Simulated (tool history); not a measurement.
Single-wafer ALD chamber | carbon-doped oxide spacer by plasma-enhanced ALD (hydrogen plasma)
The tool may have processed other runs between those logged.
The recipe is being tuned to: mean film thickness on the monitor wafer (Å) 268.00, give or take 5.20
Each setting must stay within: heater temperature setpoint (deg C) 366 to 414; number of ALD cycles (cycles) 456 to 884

run	hour	heater temperature setpoint (deg C)	number of ALD cycles (cycles)	mean film thickness on the monitor wafer (Å)
1	0.0	390	670	339.08
2	8.1	381	670	338.16
3	16.6	389	670	340.30
4	19.8	384	670	339.90
5	29.3	384	604	308.13
6	37.4	384	568	288.80
7	44.3	384	553	280.70
8	54.2	384	544	277.35
9	60.9	384	516	261.08

Which one of the following 4 next-run settings gets every result inside its allowed miss? There is exactly one.
A	67.6	387	497	?
B	67.6	387	527	?
C	67.6	383	503	?
D	67.6	379	500	?

move	mean film thickness on the monitor wafer (Å)
A	251.89
B	267.09
C	254.93
D	253.41
A: misses by more than the last run did
B: all results in spec
C: misses by more than the last run did
D: misses by more than the last run did
So the answer is move B, the one that meets all the targets.
